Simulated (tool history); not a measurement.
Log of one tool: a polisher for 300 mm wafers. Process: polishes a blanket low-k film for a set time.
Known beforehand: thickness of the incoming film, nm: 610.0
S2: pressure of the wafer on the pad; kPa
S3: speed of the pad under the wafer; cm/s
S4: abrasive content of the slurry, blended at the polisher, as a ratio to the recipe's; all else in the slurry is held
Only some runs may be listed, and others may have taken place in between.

{"run": 1, "hour": 0.0, "flow of slurry (ml/min)": 230, "S2": 16.5, "S3": 120, "S4": 1.0, "polishing time (s)": 48, "film removed (angstrom)": 267.77}
{"run": 2, "hour": 4.2, "flow of slurry (ml/min)": 230, "S2": 16.5, "S3": 120, "S4": 1.0, "polishing time (s)": 48, "film removed (angstrom)": 274.2}
{"run": 3, "hour": 11.9, "flow of slurry (ml/min)": 230, "S2": 15.2, "S3": 120, "S4": 1.0, "polishing time (s)": 48, "film removed (angstrom)": 250.19}
{"run": 4, "hour": 14.4, "flow of slurry (ml/min)": 230, "S2": 14.5, "S3": 120, "S4": 1.0, "polishing time (s)": 48, "film removed (angstrom)": 239.92}
{"run": 5, "hour": 15.2, "flow of slurry (ml/min)": 230, "S2": 14.5, "S3": 120, "S4": 1.0, "polishing time (s)": 50, "film removed (angstrom)": 252.21}
{"run": 6, "hour": 23.2, "flow of slurry (ml/min)": 230, "S2": 13.8, "S3": 120, "S4": 1.0, "polishing time (s)": 50, "film removed (angstrom)": 244.97}
{"run": 7, "hour": 29.6, "flow of slurry (ml/min)": 230, "S2": 13.1, "S3": 120, "S4": 1.0, "polishing time (s)": 50, "film removed (angstrom)": 231.3}
{"run": 8, "hour": 37.1, "flow of slurry (ml/min)": 230, "S2": 9.0, "S3": 116, "S4": 1.0, "polishing time (s)": 50, "film removed (angstrom)": 159.14}

Run 9, settings as shown, results not yet in. Your forecast:
{"run": 9, "hour": 44.9, "flow of slurry (ml/min)": 230, "S2": 9.0, "S3": 116, "S4": 1.0, "polishing time (s)": 50, "film removed (angstrom)": "?"}

Run 9 yielded film removed (angstrom) 163.52.
